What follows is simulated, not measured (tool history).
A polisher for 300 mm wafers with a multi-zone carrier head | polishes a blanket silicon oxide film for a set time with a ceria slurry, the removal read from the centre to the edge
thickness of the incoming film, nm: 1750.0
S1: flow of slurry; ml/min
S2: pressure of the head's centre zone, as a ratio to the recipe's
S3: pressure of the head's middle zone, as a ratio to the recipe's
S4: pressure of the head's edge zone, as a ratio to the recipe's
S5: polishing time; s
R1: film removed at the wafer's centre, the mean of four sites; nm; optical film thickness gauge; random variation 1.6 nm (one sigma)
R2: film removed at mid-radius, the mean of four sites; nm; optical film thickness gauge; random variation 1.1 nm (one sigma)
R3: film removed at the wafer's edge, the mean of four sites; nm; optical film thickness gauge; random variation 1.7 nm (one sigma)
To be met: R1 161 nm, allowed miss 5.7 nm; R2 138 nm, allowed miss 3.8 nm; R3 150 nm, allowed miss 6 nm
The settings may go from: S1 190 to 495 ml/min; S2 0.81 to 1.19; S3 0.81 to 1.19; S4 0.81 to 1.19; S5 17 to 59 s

| run | hour | S1 | S2 | S3 | S4 | S5 | R1 | R2 | R3 |
|---|---|---|---|---|---|---|---|---|---|
| 1 | 0 | 320 | 1 | 1 | 1 | 38 | 203.12 | 199.53 | 201.61 |
| 2 | 6.7 | 315 | 1 | 0.95 | 0.96 | 35 | 185.35 | 175.17 | 183.48 |
| 3 | 10.5 | 315 | 0.94 | 0.95 | 0.96 | 35 | 177.99 | 176.86 | 184.41 |
| 4 | 15.8 | 315 | 0.94 | 0.95 | 0.96 | 31 | 154.92 | 156.64 | 165.71 |
| 5 | 19.4 | 370 | 0.94 | 0.95 | 0.96 | 31 | 157.28 | 158.2 | 163.89 |
| 6 | 27.1 | 370 | 0.94 | 0.95 | 0.96 | 25 | 128.69 | 127.55 | 130.79 |
| 7 | 35.1 | 370 | 0.94 | 0.95 | 0.96 | 25 | 125.96 | 126.8 | 133.74 |
| 8 | 39.7 | 365 | 0.98 | 0.95 | 0.97 | 26 | 134.16 | 130.97 | 137.63 |
| 9 | 42.4 | 365 | 1.02 | 0.94 | 0.97 | 27 | 144.75 | 134.36 | 140.57 |
| 10 | 49.2 | 360 | 1.04 | 0.93 | 0.98 | 28 | 153.85 | 138.39 | 150.11 |

Which of these 4 next moves meets every target?
| A | 56 | 290 | 0.9 | 0.9 | 1.14 | 28 | ? | ? | ? |
| B | 56 | 375 | 0.96 | 0.95 | 1.02 | 27 | ? | ? | ? |
| C | 56 | 345 | 0.97 | 0.82 | 1.05 | 28 | ? | ? | ? |
| D | 56 | 370 | 1.1 | 0.9 | 0.98 | 28 | ? | ? | ? |

| move | R1 | R2 | R3 |
|---|---|---|---|
| A | 138.71 | 135.45 | 158.35 |
| B | 141.27 | 137.11 | 146 |
| C | 146.56 | 129.31 | 153.22 |
| D | 159.1 | 137.32 | 148.5 |
A: further off than the last run
B: further off than the last run
C: further off than the last run
D: meets every target
Answer: D
